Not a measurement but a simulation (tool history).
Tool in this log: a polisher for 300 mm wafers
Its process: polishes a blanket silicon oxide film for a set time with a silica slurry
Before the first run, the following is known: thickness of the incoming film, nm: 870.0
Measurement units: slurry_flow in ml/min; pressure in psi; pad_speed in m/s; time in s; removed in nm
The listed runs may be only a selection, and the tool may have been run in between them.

{"run": 1, "hour": 0.0, "slurry_flow": 125, "pressure": 4.8, "pad_speed": 1.46, "slurry_solids": 1, "time": 84, "removed": 306.25}
{"run": 2, "hour": 1.7, "slurry_flow": 135, "pressure": 4.8, "pad_speed": 1.46, "slurry_solids": 1, "time": 84, "removed": 310.86}
{"run": 3, "hour": 6.2, "slurry_flow": 140, "pressure": 5.5, "pad_speed": 1.5, "slurry_solids": 1, "time": 84, "removed": 365.66}
{"run": 4, "hour": 9.6, "slurry_flow": 145, "pressure": 6, "pad_speed": 1.54, "slurry_solids": 1, "time": 84, "removed": 411.06}
{"hour": 15.3, "done": "worn pad replaced by a new one"}
{"run": 5, "hour": 15.3, "slurry_flow": 145, "pressure": 6.4, "pad_speed": 1.58, "slurry_solids": 1, "time": 84, "removed": 485.1}
{"run": 6, "hour": 22.1, "slurry_flow": 125, "pressure": 6.4, "pad_speed": 1.58, "slurry_solids": 1, "time": 84, "removed": 480.85}
{"run": 7, "hour": 24.1, "slurry_flow": 125, "pressure": 7.5, "pad_speed": 1.6, "slurry_solids": 1, "time": 84, "removed": 565.91}
{"run": 8, "hour": 28.6, "slurry_flow": 125, "pressure": 7.5, "pad_speed": 1.62, "slurry_solids": 1, "time": 84, "removed": 574.21}
{"run": 9, "hour": 32.4, "slurry_flow": 125, "pressure": 7.5, "pad_speed": 1.64, "slurry_solids": 1, "time": 84, "removed": 572.38}

Run 10, settings as shown, results not yet in. Your forecast:
{"run": 10, "hour": 40.0, "slurry_flow": 125, "pressure": 7.5, "pad_speed": 1.66, "slurry_solids": 1, "time": 84, "removed": "?"}

Run 10 measured removed 575.37 nm.
